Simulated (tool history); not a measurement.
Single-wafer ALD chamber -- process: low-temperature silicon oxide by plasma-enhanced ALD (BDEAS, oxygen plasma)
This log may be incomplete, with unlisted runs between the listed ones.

run  hour  heater temperature setpoint (°C)  number of ALD cycles (cycles)  mean film thickness on the monitor wafer (Å)
  1   0.0                                95                             69                                       107.210
  2   1.5                                95                             65                                       101.460
  3   4.2                                99                             63                                        96.523
  4   9.7                                99                             56                                        86.039
  5  15.8                                95                             56                                        86.850
  6  24.4                                85                             56                                        89.787
  7  33.4                                90                             56                                        88.229
  8  34.7                                94                             56                                        87.152

Run 9 comes next. What will it give?
  9  38.3                                98                             56                                             ?

Logged for run 9: mean film thickness on the monitor wafer (Å) 86.037.

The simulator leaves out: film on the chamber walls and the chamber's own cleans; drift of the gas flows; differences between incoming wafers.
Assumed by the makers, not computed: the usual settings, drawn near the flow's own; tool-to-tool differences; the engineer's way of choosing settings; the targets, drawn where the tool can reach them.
